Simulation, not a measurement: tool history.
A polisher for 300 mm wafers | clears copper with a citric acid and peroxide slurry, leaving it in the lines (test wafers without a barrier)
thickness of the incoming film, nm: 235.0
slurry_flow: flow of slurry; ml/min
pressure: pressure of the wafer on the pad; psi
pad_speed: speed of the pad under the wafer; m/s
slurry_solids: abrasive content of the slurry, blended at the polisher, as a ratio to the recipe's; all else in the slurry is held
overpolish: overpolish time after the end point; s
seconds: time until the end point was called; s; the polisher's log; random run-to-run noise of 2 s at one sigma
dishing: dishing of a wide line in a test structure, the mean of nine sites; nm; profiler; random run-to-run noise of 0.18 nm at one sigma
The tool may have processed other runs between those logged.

run  hour  slurry_flow  pressure  pad_speed  slurry_solids  overpolish  seconds  dishing
  1     0          220         2       1.22              1           8   133.68   8.8194
  2   2.7          220         2       1.22              1           6   138.55    6.855
  3   7.1          220         2       1.04              1           6   160.28   5.9596
  4  10.6          170         2       1.04              1           6   163.44   5.7028
  5  17.5          165         2        1.1              1           7   153.16   6.8819
  6  25.8          165       2.4        1.1              1           7   131.55   8.0132
  7  31.6          165       2.4       1.14              1           8   127.34   9.3706

Run 8 is up next; what results do you expect?
  8  38.9          165       2.4       1.14              1           8        ?        ?

{"run 8": {"seconds": 129.59, "dishing": 9.2961}}
